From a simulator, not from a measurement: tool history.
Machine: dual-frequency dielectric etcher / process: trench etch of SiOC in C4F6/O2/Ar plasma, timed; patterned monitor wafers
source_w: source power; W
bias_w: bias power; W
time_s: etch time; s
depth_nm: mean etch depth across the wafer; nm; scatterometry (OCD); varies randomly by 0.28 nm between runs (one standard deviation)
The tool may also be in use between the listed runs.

| run | day | source_w | bias_w | time_s | depth_nm |
|---|---|---|---|---|---|
| 1 | 0 | 360 | 237 | 24.5 | 51.911 |
| 2 | 0.183 | 350 | 231 | 24.5 | 50.876 |
| 3 | 0.533 | 350 | 215 | 24.5 | 49.191 |
| 4 | 0.654 | 350 | 255 | 24.5 | 52.954 |
| 5 | 0.988 | 340 | 248 | 24.5 | 51.6 |
| 6 | 1.267 | 390 | 248 | 24.5 | 56.063 |
| 7 | 1.5 | 370 | 246 | 24.5 | 53.916 |
| 8 | 1.804 | 300 | 203 | 24.5 | 43.676 |

Run 9 comes next. What will it give?
| 9 | 1.892 | 300 | 203 | 24.5 | ? |

{"run 9": {"depth_nm": 43.016}}
